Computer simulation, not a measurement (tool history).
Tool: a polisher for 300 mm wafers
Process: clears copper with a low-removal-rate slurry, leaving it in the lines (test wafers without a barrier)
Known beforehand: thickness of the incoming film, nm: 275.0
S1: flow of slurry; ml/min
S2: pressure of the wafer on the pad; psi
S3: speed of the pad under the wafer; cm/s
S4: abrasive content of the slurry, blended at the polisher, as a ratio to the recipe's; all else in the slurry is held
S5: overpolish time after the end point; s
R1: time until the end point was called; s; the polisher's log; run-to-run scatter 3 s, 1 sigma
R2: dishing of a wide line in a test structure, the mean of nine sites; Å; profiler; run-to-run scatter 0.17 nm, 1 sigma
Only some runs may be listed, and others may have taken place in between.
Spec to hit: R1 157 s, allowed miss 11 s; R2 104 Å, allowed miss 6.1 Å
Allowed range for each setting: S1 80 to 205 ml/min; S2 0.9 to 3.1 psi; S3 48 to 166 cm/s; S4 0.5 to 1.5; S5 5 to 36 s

run  hour   S1   S2   S3  S4  S5      R1      R2
  1     0  135    2  106   1  18  147.21  204.63
  2   6.3  135  1.8  106   1  18   163.5  186.35
  3  12.9  115  1.8  106   1  18  166.45  176.19
  4  16.7   90  1.8  106   1  18  181.34  175.08
  5  19.3  105  1.8  108   1  14  169.92  141.84
  6    24  110  1.8  110   1  12  160.82   135.1
  7  28.4  115  1.8  110   1  11   154.8  121.15
  8  30.2  115  1.8  110   1  10  158.89  111.95

Of the 4 settings listed for the next run, only one would bring every result within its allowed miss of target. Which one?
  A    32  135    2  102   0.9   9   ?   ?
  B    32   95  1.7  110     1  12   ?   ?
  C    32  135  1.6   96  1.05  14   ?   ?
  D    32  105  1.7   98   1.1  12   ?   ?

move      R1      R2
   A  150.52  105.96
   B  173.45  120.22
   C  192.15  125.59
   D  185.69  113.14
A: hits every target within its allowed miss
B: lands further from the targets than the last run did
C: lands further from the targets than the last run did
D: lands further from the targets than the last run did
A is the move that brings every result within its allowed miss.
